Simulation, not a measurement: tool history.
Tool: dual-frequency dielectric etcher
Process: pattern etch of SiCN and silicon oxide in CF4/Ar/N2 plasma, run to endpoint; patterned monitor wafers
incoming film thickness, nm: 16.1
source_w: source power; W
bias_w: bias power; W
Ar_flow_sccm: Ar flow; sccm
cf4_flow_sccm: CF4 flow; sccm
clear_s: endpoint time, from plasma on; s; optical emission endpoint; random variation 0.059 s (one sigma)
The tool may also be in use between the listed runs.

run 1 day=0.000 | source_w=520 bias_w=93 Ar_flow_sccm=101 cf4_flow_sccm=42 | clear_s=14.981
run 2 day=0.338 | source_w=450 bias_w=93 Ar_flow_sccm=101 cf4_flow_sccm=42 | clear_s=16.408
run 3 day=0.667 | source_w=500 bias_w=94 Ar_flow_sccm=101 cf4_flow_sccm=42 | clear_s=15.158
run 4 day=0.917 | source_w=500 bias_w=94 Ar_flow_sccm=101 cf4_flow_sccm=47 | clear_s=15.064
run 5 day=1.062 | source_w=500 bias_w=94 Ar_flow_sccm=112 cf4_flow_sccm=47 | clear_s=15.258
run 6 day=1.117 | source_w=500 bias_w=94 Ar_flow_sccm=112 cf4_flow_sccm=53 | clear_s=14.972
run 7 day=1.400 | source_w=530 bias_w=95 Ar_flow_sccm=112 cf4_flow_sccm=53 | clear_s=14.348
run 8 day=1.554 | source_w=550 bias_w=96 Ar_flow_sccm=112 cf4_flow_sccm=53 | clear_s=14.045

The next listed run, before its measurement:
run 9 day=1.617 | source_w=570 bias_w=97 Ar_flow_sccm=112 cf4_flow_sccm=53 | clear_s=?

Run 9 gave clear_s 13.714 s.

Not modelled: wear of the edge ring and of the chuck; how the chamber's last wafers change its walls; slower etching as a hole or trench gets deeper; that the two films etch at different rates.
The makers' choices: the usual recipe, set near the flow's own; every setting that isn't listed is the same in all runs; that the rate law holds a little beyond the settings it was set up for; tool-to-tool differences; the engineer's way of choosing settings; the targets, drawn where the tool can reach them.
